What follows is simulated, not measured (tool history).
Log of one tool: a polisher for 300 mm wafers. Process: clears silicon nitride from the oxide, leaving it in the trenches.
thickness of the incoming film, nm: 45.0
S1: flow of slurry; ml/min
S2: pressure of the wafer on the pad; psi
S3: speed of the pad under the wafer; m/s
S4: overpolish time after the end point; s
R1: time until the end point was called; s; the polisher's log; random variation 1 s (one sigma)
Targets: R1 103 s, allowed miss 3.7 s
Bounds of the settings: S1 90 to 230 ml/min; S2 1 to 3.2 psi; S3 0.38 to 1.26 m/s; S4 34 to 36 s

Run 1, day 0: S1 150 ml/min, S2 2.1 psi, S3 0.82 m/s, S4 34 s. Result: R1 72.142 s.
Run 2, day 0.217: S1 150 ml/min, S2 2 psi, S3 0.82 m/s, S4 34 s. Result: R1 75.36 s.
Run 3, day 0.546: S1 150 ml/min, S2 1.9 psi, S3 0.82 m/s, S4 34 s. Result: R1 77.024 s.
Run 4, day 0.812: S1 150 ml/min, S2 1.9 psi, S3 0.82 m/s, S4 36 s. Result: R1 77.202 s.
At day 0.892: head pressure recalibrated.
Run 5, day 0.892: S1 150 ml/min, S2 1.9 psi, S3 0.9 m/s, S4 36 s. Result: R1 67.952 s.
Run 6, day 0.983: S1 150 ml/min, S2 1.8 psi, S3 0.9 m/s, S4 36 s. Result: R1 70.177 s.
Run 7, day 1.117: S1 150 ml/min, S2 1.7 psi, S3 0.9 m/s, S4 36 s. Result: R1 73.15 s.
Run 8, day 1.454: S1 150 ml/min, S2 1.6 psi, S3 0.9 m/s, S4 36 s. Result: R1 75.171 s.
Run 9, day 1.75: S1 150 ml/min, S2 1.5 psi, S3 0.88 m/s, S4 36 s. Result: R1 80.928 s.
Run 10, day 1.904: S1 150 ml/min, S2 1.4 psi, S3 0.88 m/s, S4 36 s. Result: R1 82.971 s.
Run 11, day 2.258: S1 150 ml/min, S2 1.3 psi, S3 0.88 m/s, S4 36 s. Result: R1 86.167 s.

Which of these 5 next moves meets every target?
Run A, day 2.612: S1 185 ml/min, S2 1.1 psi, S3 0.78 m/s, S4 34 s. Result: R1 ?.
Run B, day 2.612: S1 120 ml/min, S2 1.7 psi, S3 1.06 m/s, S4 36 s. Result: R1 ?.
Run C, day 2.612: S1 110 ml/min, S2 1.2 psi, S3 1.1 m/s, S4 34 s. Result: R1 ?.
Run D, day 2.612: S1 150 ml/min, S2 1.6 psi, S3 0.76 m/s, S4 34 s. Result: R1 ?.
Run E, day 2.612: S1 175 ml/min, S2 1.4 psi, S3 0.9 m/s, S4 34 s. Result: R1 ?.

move      R1
   A   103.2
   B  64.367
   C  78.346
   D  88.076
   E  78.973
A: meets every target
B: further off than the last run
C: further off than the last run
D: nearer than the last run, and not there yet
E: further off than the last run
Move A is the one to make.
